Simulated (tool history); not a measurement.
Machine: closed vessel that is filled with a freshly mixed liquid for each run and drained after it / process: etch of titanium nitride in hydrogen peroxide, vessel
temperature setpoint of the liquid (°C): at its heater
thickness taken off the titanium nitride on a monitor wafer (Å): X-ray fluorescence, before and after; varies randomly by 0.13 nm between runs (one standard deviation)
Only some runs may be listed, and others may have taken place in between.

run,hour,temperature setpoint of the liquid (°C),concentration of hydrogen peroxide in the mixed liquid (% by weight),time in the liquid (s),thickness taken off the titanium nitride on a monitor wafer (Å)
1,0.0,43.0,24,215,70.023
2,6.0,43.0,26,215,71.582
3,13.7,45.5,26,215,85.725
4,14.5,47.5,26,215,101.130
5,19.9,52.5,26,215,143.930
6,24.3,47.0,26,215,96.848
7,25.9,47.0,26,215,96.891

Forecast run 8:
8,31.9,48.5,26,215,?

thickness taken off the titanium nitride on a monitor wafer (Å): 106.860

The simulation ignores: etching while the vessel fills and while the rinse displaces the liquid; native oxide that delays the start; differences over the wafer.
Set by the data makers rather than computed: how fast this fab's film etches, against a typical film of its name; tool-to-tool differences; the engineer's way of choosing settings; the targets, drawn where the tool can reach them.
